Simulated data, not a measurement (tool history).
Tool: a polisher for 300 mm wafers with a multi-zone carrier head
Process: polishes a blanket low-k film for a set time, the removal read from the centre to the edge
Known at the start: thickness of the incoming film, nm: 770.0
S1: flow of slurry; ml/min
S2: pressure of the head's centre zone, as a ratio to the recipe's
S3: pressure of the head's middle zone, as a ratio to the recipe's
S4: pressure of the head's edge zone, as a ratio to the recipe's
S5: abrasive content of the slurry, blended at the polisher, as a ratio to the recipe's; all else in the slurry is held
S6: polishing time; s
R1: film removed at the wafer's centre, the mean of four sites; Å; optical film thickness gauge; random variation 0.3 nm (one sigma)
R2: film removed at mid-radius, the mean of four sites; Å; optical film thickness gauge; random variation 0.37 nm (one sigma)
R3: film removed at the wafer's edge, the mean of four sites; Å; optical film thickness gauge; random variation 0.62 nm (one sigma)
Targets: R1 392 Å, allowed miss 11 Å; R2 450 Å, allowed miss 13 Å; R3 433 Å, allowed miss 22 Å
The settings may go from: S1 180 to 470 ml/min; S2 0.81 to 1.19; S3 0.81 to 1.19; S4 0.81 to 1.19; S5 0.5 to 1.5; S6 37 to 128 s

run 1 hour=0 | S1=300 S2=1 S3=1 S4=1 S5=1 S6=82 | R1=373.63 R2=369.2 R3=365.73
run 2 hour=2.6 | S1=310 S2=0.99 S3=1.03 S4=1.04 S5=1.05 S6=82 | R1=378.85 R2=390.84 R3=393.13
run 3 hour=3.1 | S1=325 S2=0.99 S3=1.06 S4=1.05 S5=1.05 S6=82 | R1=382.92 R2=398.66 R3=391.08
run 4 hour=5.7 | S1=330 S2=0.98 S3=1.09 S4=1.08 S5=1.05 S6=82 | R1=381.09 R2=408.59 R3=408.9
run 5 hour=12.8 | S1=340 S2=0.98 S3=1.12 S4=1.09 S5=1.05 S6=82 | R1=383.98 R2=423.24 R3=411.12
run 6 hour=19.6 | S1=340 S2=0.98 S3=1.12 S4=1.09 S5=1.05 S6=70 | R1=325.06 R2=354.43 R3=350.37
run 7 hour=23.4 | S1=340 S2=0.98 S3=1.14 S4=1.1 S5=1.15 S6=70 | R1=337.19 R2=375.65 R3=363.65
run 8 hour=28.7 | S1=345 S2=0.98 S3=1.15 S4=1.12 S5=1.25 S6=70 | R1=349.33 R2=394.44 R3=368.1
run 9 hour=34 | S1=345 S2=0.97 S3=1.13 S4=1.14 S5=1.3 S6=72 | R1=363.76 R2=403.25 R3=399.4
run 10 hour=38.1 | S1=345 S2=0.97 S3=1.13 S4=1.14 S5=1.3 S6=72 | R1=362.06 R2=400.97 R3=392.89
run 11 hour=42.3 | S1=350 S2=0.97 S3=1.14 S4=1.15 S5=1.35 S6=72 | R1=367.18 R2=416.96 R3=401.93

4 next moves are on the table. One of them brings every result within its allowed miss. Which?
run A hour=46.5 | S1=340 S2=1.01 S3=0.94 S4=1.19 S5=1.15 S6=82 | R1=? R2=? R3=?
run B hour=46.5 | S1=375 S2=1.04 S3=1.04 S4=1.19 S5=1.35 S6=75 | R1=? R2=? R3=?
run C hour=46.5 | S1=365 S2=0.97 S3=1.18 S4=1.15 S5=1.45 S6=75 | R1=? R2=? R3=?
run D hour=46.5 | S1=355 S2=1.11 S3=1.16 S4=1.08 S5=0.8 S6=83 | R1=? R2=? R3=?

move=A R1=406 R2=386.72 R3=439.49
move=B R1=412.23 R2=407.76 R3=430.89
move=C R1=393.52 R2=456.22 R3=432.71
move=D R1=388.49 R2=388.84 R3=362.33
A: further off than the last run
B: further off than the last run
C: meets every target
D: further off than the last run
Answer: C
